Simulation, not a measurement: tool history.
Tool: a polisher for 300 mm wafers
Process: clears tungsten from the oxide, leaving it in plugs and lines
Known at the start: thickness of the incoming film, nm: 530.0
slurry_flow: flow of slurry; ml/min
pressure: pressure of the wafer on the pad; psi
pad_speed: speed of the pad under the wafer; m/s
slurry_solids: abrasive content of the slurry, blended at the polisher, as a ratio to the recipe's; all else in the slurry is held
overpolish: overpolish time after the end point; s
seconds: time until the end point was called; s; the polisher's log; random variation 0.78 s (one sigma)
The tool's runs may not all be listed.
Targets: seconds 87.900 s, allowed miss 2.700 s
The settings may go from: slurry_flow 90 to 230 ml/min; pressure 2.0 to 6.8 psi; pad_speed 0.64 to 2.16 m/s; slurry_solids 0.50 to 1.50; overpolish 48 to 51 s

run 1 hour=0.0 | slurry_flow=150 pressure=4.4 pad_speed=1.40 slurry_solids=1.00 overpolish=48 | seconds=55.317
run 2 hour=4.9 | slurry_flow=170 pressure=4.4 pad_speed=1.40 slurry_solids=1.00 overpolish=48 | seconds=53.264
run 3 hour=6.8 | slurry_flow=170 pressure=4.4 pad_speed=1.72 slurry_solids=1.00 overpolish=48 | seconds=44.361
run 4 hour=9.1 | slurry_flow=160 pressure=3.6 pad_speed=1.66 slurry_solids=1.00 overpolish=48 | seconds=54.702
run 5 hour=14.7 | slurry_flow=150 pressure=3.0 pad_speed=1.60 slurry_solids=1.00 overpolish=48 | seconds=69.982
run 6 hour=20.4 | slurry_flow=150 pressure=3.0 pad_speed=1.92 slurry_solids=1.00 overpolish=48 | seconds=58.359
run 7 hour=28.6 | slurry_flow=135 pressure=2.7 pad_speed=1.88 slurry_solids=1.00 overpolish=48 | seconds=66.685
run 8 hour=32.2 | slurry_flow=125 pressure=2.5 pad_speed=1.88 slurry_solids=1.00 overpolish=48 | seconds=73.673
run 9 hour=39.0 | slurry_flow=115 pressure=2.4 pad_speed=1.88 slurry_solids=1.00 overpolish=48 | seconds=77.843
run 10 hour=47.0 | slurry_flow=110 pressure=2.3 pad_speed=1.88 slurry_solids=1.00 overpolish=48 | seconds=82.607
run 11 hour=49.4 | slurry_flow=105 pressure=2.3 pad_speed=1.88 slurry_solids=1.00 overpolish=48 | seconds=84.131
run 12 hour=53.2 | slurry_flow=100 pressure=2.3 pad_speed=1.88 slurry_solids=1.00 overpolish=48 | seconds=85.060

Which of these 5 next moves meets every target?
run A hour=57.0 | slurry_flow=120 pressure=2.1 pad_speed=1.62 slurry_solids=1.45 overpolish=48 | seconds=?
run B hour=57.0 | slurry_flow=100 pressure=2.0 pad_speed=1.86 slurry_solids=1.00 overpolish=51 | seconds=?
run C hour=57.0 | slurry_flow=125 pressure=2.1 pad_speed=1.82 slurry_solids=1.10 overpolish=51 | seconds=?
run D hour=57.0 | slurry_flow=90 pressure=2.4 pad_speed=1.90 slurry_solids=1.00 overpolish=48 | seconds=?
run E hour=57.0 | slurry_flow=135 pressure=2.1 pad_speed=1.48 slurry_solids=1.50 overpolish=48 | seconds=?

move=A seconds=91.584
move=B seconds=96.245
move=C seconds=86.535
move=D seconds=82.129
move=E seconds=96.543
A: takes the result that was furthest off past its target
B: takes the result that was furthest off past its target
C: meets every target
D: further off than the last run
E: takes the result that was furthest off past its target
Move C is the one to make.

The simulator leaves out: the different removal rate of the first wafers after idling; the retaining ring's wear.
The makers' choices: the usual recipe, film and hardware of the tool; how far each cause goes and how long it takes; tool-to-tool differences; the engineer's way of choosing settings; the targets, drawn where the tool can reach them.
